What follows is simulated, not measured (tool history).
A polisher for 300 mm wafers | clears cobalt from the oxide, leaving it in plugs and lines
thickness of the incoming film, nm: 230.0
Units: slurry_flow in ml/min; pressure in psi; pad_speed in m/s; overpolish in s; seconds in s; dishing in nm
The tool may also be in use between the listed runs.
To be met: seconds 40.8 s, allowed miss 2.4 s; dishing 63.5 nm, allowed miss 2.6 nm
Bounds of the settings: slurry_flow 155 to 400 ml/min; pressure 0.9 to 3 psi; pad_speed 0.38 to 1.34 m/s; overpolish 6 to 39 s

run	hour	slurry_flow	pressure	pad_speed	overpolish	seconds	dishing
1	0	255	1.9	0.86	20	64.665	46.325
2	4.3	255	2	0.86	20	59.588	47.899
3	8.6	255	2	0.86	14	60.445	39.214
4	10.1	255	2	0.76	14	67.255	35.192
5	14.3	255	2	0.58	14	90.992	30.016
6	23.2	255	2	0.76	14	69.143	36.717
7	30.8	255	2.1	0.78	15	65.222	40.265
8	32.8	255	2.2	0.8	15	59.372	41.224
9	40.4	255	2.3	0.8	16	56.278	44.026
10	49.1	255	2.4	0.8	17	54.512	46.076
11	55.2	255	2.5	0.8	18	53.57	49.051
# hour 57.6: worn pad replaced by a new one
12	57.6	255	3	0.88	22	38.098	59.908

Which of these 4 next moves meets every target?
A	60	170	3	0.96	21	?	?
B	60	175	3	0.86	33	?	?
C	60	265	3	0.92	23	?	?
D	60	155	3	0.98	22	?	?

move	seconds	dishing
A	35.698	60.1
B	39.586	64.787
C	35.506	61.65
D	35.395	60.986
A: further off than the last run
B: meets every target
C: brings the result that was furthest off to its target, and leaves another outside
D: brings the result that was furthest off to its target, and leaves another outside
Move B is the one to make.

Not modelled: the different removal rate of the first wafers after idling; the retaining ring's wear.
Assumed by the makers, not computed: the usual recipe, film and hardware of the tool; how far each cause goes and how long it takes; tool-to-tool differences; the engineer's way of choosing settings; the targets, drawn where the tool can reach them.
